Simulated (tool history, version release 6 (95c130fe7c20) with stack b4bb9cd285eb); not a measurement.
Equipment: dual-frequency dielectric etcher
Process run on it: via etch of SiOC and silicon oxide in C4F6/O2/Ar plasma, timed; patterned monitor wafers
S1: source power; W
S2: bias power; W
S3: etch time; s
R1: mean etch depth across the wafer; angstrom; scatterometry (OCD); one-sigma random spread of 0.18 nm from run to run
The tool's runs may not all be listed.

| run | hour | S1 | S2 | S3 | R1 |
|---|---|---|---|---|---|
| 1 | 0 | 310 | 173 | 44 | 456.97 |
| 2 | 4.5 | 290 | 159 | 43 | 419.83 |
| 3 | 5.5 | 330 | 159 | 43 | 458.95 |
| 4 | 10.6 | 330 | 133 | 43 | 438.84 |
| 5 | 16.5 | 300 | 130 | 43 | 411.02 |
| 6 | 17.9 | 280 | 128 | 43 | 394.06 |
| 7 | 24.8 | 260 | 127 | 43 | 375.01 |
| 8 | 31.2 | 250 | 126 | 43 | 366.32 |

What does the tool deliver on the next run?
| 9 | 33.7 | 240 | 125 | 43 | ? |

R1: 351.84 angstrom
